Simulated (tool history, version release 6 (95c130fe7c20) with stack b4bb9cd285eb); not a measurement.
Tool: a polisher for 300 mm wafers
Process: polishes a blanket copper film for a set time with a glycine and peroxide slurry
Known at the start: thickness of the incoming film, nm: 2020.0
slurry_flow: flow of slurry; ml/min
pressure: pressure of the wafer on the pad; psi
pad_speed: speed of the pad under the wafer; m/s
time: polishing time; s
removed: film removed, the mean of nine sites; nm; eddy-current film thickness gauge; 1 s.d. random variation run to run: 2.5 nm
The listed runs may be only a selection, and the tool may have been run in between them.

Run 1, day 0.000: slurry_flow 210 ml/min, pressure 1.6 psi, pad_speed 0.84 m/s, time 82 s. Result: removed 237.49 nm.
Run 2, day 0.038: slurry_flow 210 ml/min, pressure 1.5 psi, pad_speed 0.82 m/s, time 82 s. Result: removed 219.53 nm.
Run 3, day 0.296: slurry_flow 260 ml/min, pressure 1.5 psi, pad_speed 0.82 m/s, time 82 s. Result: removed 225.56 nm.
Run 4, day 0.454: slurry_flow 260 ml/min, pressure 1.4 psi, pad_speed 0.82 m/s, time 82 s. Result: removed 210.92 nm.
Run 5, day 0.483: slurry_flow 260 ml/min, pressure 1.4 psi, pad_speed 0.98 m/s, time 82 s. Result: removed 236.25 nm.
Run 6, day 0.725: slurry_flow 260 ml/min, pressure 1.6 psi, pad_speed 0.98 m/s, time 82 s. Result: removed 268.57 nm.
Run 7, day 0.758: slurry_flow 260 ml/min, pressure 1.4 psi, pad_speed 0.96 m/s, time 82 s. Result: removed 236.29 nm.
Run 8, day 0.829: slurry_flow 260 ml/min, pressure 1.4 psi, pad_speed 0.96 m/s, time 82 s. Result: removed 241.02 nm.

Run 9 comes next. What will it give?
Run 9, day 1.142: slurry_flow 260 ml/min, pressure 1.3 psi, pad_speed 0.94 m/s, time 82 s. Result: removed ?.

Run 9 gave removed 214.57 nm.

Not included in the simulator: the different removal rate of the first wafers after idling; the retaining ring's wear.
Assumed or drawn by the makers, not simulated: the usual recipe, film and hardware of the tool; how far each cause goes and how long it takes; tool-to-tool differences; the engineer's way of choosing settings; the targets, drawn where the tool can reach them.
